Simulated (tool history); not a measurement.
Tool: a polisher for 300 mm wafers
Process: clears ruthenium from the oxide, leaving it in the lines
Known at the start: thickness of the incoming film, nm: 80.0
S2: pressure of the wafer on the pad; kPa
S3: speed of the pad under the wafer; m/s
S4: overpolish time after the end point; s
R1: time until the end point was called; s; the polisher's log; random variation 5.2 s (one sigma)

Run 1, hour 0.0: flow of slurry (ml/min) 310, S2 9.7 kPa, S3 0.84 m/s, S4 9 s. Result: R1 152.36 s.
Run 2, hour 5.8: flow of slurry (ml/min) 270, S2 9.7 kPa, S3 0.84 m/s, S4 9 s. Result: R1 149.40 s.
Run 3, hour 10.1: flow of slurry (ml/min) 270, S2 9.7 kPa, S3 0.84 m/s, S4 9 s. Result: R1 147.97 s.
Run 4, hour 14.9: flow of slurry (ml/min) 270, S2 9.7 kPa, S3 0.84 m/s, S4 9 s. Result: R1 152.74 s.
Run 5, hour 21.0: flow of slurry (ml/min) 270, S2 8.3 kPa, S3 0.84 m/s, S4 9 s. Result: R1 171.82 s.
Run 6, hour 22.5: flow of slurry (ml/min) 270, S2 7.6 kPa, S3 0.82 m/s, S4 9 s. Result: R1 191.65 s.
Run 7, hour 26.5: flow of slurry (ml/min) 270, S2 6.9 kPa, S3 0.80 m/s, S4 9 s. Result: R1 211.78 s.

Forecast run 8:
Run 8, hour 33.9: flow of slurry (ml/min) 270, S2 6.2 kPa, S3 0.80 m/s, S4 9 s. Result: R1 ?.

R1: 236.23 s
